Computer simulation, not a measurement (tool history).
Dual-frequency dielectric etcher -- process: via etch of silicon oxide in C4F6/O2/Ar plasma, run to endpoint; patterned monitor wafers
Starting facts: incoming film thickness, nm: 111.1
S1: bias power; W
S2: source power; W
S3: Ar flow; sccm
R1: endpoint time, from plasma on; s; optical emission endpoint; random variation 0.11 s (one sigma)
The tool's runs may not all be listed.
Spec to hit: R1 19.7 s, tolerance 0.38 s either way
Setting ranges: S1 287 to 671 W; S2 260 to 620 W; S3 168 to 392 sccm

run	hour	S1	S2	S3	R1
1	0	479	440	280	23.325
2	0.6	479	390	280	24.46
3	3	479	330	280	25.972
4	11.1	479	330	299	26.309
5	12.4	479	370	299	25.302
6	15.1	506	390	296	23.776
7	23.3	602	420	293	21.546
8	29.4	612	430	292	21.141
9	36.8	621	430	291	21.331

Which of these 4 next moves meets every target?
A	44.2	580	370	251	?
B	44.2	546	370	292	?
C	44.2	640	520	330	?
D	44.2	619	390	304	?

move	R1
A	22.437
B	23.483
C	19.431
D	21.907
A: misses by more than the last run did
B: misses by more than the last run did
C: every result lands within tolerance
D: misses by more than the last run did
Move C is the one to make.
